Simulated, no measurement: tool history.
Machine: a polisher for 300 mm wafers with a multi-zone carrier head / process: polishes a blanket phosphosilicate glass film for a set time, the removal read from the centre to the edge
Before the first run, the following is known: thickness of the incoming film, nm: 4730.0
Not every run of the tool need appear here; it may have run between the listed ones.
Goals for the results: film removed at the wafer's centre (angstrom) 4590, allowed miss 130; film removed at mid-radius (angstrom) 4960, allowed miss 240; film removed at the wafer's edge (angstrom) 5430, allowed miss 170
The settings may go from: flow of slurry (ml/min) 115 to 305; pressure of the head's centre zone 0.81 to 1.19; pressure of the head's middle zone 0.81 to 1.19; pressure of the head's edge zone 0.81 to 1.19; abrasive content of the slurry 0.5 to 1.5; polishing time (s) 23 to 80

run  hour  flow of slurry (ml/min)  pressure of the head's centre zone  pressure of the head's middle zone  pressure of the head's edge zone  abrasive content of the slurry  polishing time (s)  film removed at the wafer's centre (angstrom)  film removed at mid-radius (angstrom)  film removed at the wafer's edge (angstrom)
  1     0                      195                                   1                                   1                                 1                               1                  51                                         4836.7                                 4568.1                                       4636.1
  2   8.4                      195                                0.96                                   1                              1.05                            1.05                  51                                         4716.9                                 4803.9                                       4929.4
  3  14.2                      195                                0.95                                0.99                              1.08                            1.05                  51                                           4640                                 4726.4                                       4908.9
  4  16.3                      195                                0.93                                0.98                              1.11                             1.1                  51                                         4702.9                                 4908.4                                       5064.6
  5  19.5                      195                                0.93                                0.98                              1.11                             1.1                  61                                           5604                                   5759                                       6168.1
  6  27.2                      185                                 0.9                                0.96                              1.08                            1.05                  61                                         5182.4                                 5478.6                                       5965.9
  7  33.2                      180                                0.89                                0.96                              1.05                               1                  61                                           4987                                 5338.1                                       5626.9
  8  39.1                      165                                0.88                                0.95                              1.05                               1                  61                                         4897.5                                 5175.4                                       5646.9
  9  47.4                      140                                0.84                                0.94                                 1                            0.95                  61                                         4401.2                                 4978.3                                       5203.4
 10  55.7                      145                                0.84                                0.93                              1.01                            0.95                  61                                         4416.1                                   4884                                       5197.1
 11  60.4                      150                                0.84                                0.93                              1.02                            0.95                  61                                         4407.5                                   4786                                       5193.5

Which single option among these 4 for the next run brings every result within its allowed miss of target? Just one does.
  A  65.1                      150                                0.81                                0.98                                 1                               1                  59                                              ?                                      ?                                            ?
  B  65.1                      160                                0.86                                0.94                              1.08                            1.25                  53                                              ?                                      ?                                            ?
  C  65.1                      125                                 0.9                                0.93                              0.97                            0.95                  59                                              ?                                      ?                                            ?
  D  65.1                      125                                0.85                                0.96                              0.99                             0.8                  64                                              ?                                      ?                                            ?

move  film removed at the wafer's centre (angstrom)  film removed at mid-radius (angstrom)  film removed at the wafer's edge (angstrom)
   A                                         4253.5                                 5061.1                                         5205
   B                                         4556.7                                 4920.5                                       5412.3
   C                                         4416.8                                 4545.5                                       4877.2
   D                                         4118.6                                 4611.1                                         4858
A: its largest miss is bigger than the last run's
B: each result inside its tolerance
C: its largest miss is bigger than the last run's
D: its largest miss is bigger than the last run's
The move that meets every target is B.
